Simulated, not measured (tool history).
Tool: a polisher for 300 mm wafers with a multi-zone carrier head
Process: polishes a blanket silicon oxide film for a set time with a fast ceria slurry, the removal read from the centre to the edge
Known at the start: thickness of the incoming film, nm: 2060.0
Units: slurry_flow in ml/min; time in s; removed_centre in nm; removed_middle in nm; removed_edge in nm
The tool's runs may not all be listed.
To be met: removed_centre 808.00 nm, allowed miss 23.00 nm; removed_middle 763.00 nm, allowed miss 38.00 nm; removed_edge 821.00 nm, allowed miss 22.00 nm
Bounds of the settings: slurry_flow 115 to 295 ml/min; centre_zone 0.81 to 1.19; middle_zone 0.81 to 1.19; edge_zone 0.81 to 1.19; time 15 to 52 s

run	hour	slurry_flow	centre_zone	middle_zone	edge_zone	time	removed_centre	removed_middle	removed_edge
1	0.0	190	1.00	1.00	1.00	33	651.00	672.21	649.43
2	6.5	190	1.00	1.00	1.00	28	554.48	550.97	561.58
3	12.6	190	1.00	1.00	1.00	20	396.41	405.67	395.49
4	18.6	190	1.00	1.00	1.00	25	493.00	492.41	497.45
5	20.0	190	1.08	1.00	1.00	25	521.62	502.28	498.12
6	23.0	195	1.09	1.00	1.04	28	595.66	574.75	568.17
7	26.7	195	1.09	0.98	1.07	30	636.51	589.12	619.45
8	31.8	200	1.09	0.99	1.10	31	655.76	633.33	654.77
9	36.4	210	1.10	0.99	1.12	32	692.75	646.04	671.99
10	40.4	200	1.11	0.99	1.13	33	711.59	648.49	696.07
11	45.5	210	1.10	0.99	1.14	34	739.72	689.94	728.03
12	52.5	215	1.09	0.99	1.15	35	762.30	713.74	756.59

Which of these 5 next moves meets every target?
A	59.5	165	0.95	0.84	1.19	38	?	?	?
B	59.5	175	1.06	0.83	1.12	40	?	?	?
C	59.5	155	1.08	0.99	1.11	40	?	?	?
D	59.5	270	1.09	1.19	1.05	33	?	?	?
E	59.5	170	0.98	0.97	1.19	39	?	?	?

move	removed_centre	removed_middle	removed_edge
A	690.95	646.56	804.95
B	804.49	680.49	827.27
C	798.46	771.11	809.12
D	726.89	806.30	686.71
E	732.18	751.54	827.80
A: brings the result that was furthest off to its target, and leaves another outside
B: brings the result that was furthest off to its target, and leaves another outside
C: meets every target
D: further off than the last run
E: brings the result that was furthest off to its target, and leaves another outside
The right move is C.

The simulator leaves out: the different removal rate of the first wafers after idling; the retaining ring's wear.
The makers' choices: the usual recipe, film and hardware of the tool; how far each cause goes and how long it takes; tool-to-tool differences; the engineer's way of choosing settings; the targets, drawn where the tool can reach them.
